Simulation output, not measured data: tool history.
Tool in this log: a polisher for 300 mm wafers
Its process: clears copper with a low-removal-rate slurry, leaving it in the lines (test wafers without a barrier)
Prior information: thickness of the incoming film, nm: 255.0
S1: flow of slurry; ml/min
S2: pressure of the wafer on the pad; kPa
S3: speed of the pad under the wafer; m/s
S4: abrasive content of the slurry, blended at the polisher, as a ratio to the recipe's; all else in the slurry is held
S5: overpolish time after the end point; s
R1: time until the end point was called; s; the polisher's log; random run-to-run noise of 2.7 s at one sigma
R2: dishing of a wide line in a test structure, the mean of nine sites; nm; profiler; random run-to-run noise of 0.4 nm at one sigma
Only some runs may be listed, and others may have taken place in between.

Run 1, hour 0.0: S1 250 ml/min, S2 27.6 kPa, S3 0.88 m/s, S4 1.00, S5 26 s. Result: R1 85.279 s, R2 57.151 nm.
Run 2, hour 6.3: S1 250 ml/min, S2 23.4 kPa, S3 0.84 m/s, S4 1.00, S5 27 s. Result: R1 104.210 s, R2 48.953 nm.
Run 3, hour 13.0: S1 250 ml/min, S2 23.4 kPa, S3 0.84 m/s, S4 0.90, S5 27 s. Result: R1 105.320 s, R2 48.103 nm.
Run 4, hour 20.2: S1 250 ml/min, S2 30.3 kPa, S3 0.84 m/s, S4 0.90, S5 27 s. Result: R1 82.116 s, R2 58.785 nm.
Run 5, hour 28.2: S1 250 ml/min, S2 30.3 kPa, S3 0.84 m/s, S4 0.90, S5 23 s. Result: R1 81.960 s, R2 51.517 nm.
Run 6, hour 30.9: S1 250 ml/min, S2 35.9 kPa, S3 0.84 m/s, S4 0.90, S5 23 s. Result: R1 69.256 s, R2 60.428 nm.
Run 7, hour 34.5: S1 255 ml/min, S2 29.6 kPa, S3 0.78 m/s, S4 0.95, S5 25 s. Result: R1 89.571 s, R2 52.157 nm.
Run 8, hour 35.0: S1 255 ml/min, S2 24.8 kPa, S3 0.74 m/s, S4 1.00, S5 26 s. Result: R1 114.560 s, R2 44.368 nm.
Run 9, hour 42.5: S1 255 ml/min, S2 21.4 kPa, S3 0.74 m/s, S4 1.00, S5 27 s. Result: R1 129.180 s, R2 40.354 nm.
Run 10, hour 45.7: S1 250 ml/min, S2 13.8 kPa, S3 0.70 m/s, S4 1.00, S5 32 s. Result: R1 205.020 s, R2 30.586 nm.

What will run 11 give?
Run 11, hour 53.7: S1 260 ml/min, S2 14.5 kPa, S3 0.70 m/s, S4 1.00, S5 32 s. Result: R1 ?, R2 ?.

R1: 193.400 s
R2: 32.356 nm
